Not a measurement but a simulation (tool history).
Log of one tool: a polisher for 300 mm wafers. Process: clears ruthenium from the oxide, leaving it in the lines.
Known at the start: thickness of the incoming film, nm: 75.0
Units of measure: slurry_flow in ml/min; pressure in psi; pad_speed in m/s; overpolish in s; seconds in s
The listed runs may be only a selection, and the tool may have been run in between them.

| run | hour | slurry_flow | pressure | pad_speed | overpolish | seconds |
|---|---|---|---|---|---|---|
| 1 | 0 | 180 | 1.7 | 0.78 | 29 | 116.6 |
| 2 | 3.2 | 175 | 1.6 | 0.78 | 29 | 123.32 |
| 3 | 9 | 175 | 1.6 | 0.92 | 29 | 107.28 |
| 4 | 11.6 | 175 | 1.4 | 0.92 | 29 | 119.32 |
| 5 | 16.2 | 170 | 1.3 | 0.9 | 29 | 133.46 |
| 6 | 21.9 | 165 | 1.2 | 0.9 | 29 | 142.19 |
| 7 | 25.1 | 160 | 1.1 | 0.9 | 29 | 156.12 |
| 8 | 31.8 | 155 | 1.1 | 0.9 | 29 | 157.81 |

Predict the results of run 9:
| 9 | 34.6 | 150 | 1.1 | 0.9 | 29 | ? |

Run 9 measured seconds 159.24 s.

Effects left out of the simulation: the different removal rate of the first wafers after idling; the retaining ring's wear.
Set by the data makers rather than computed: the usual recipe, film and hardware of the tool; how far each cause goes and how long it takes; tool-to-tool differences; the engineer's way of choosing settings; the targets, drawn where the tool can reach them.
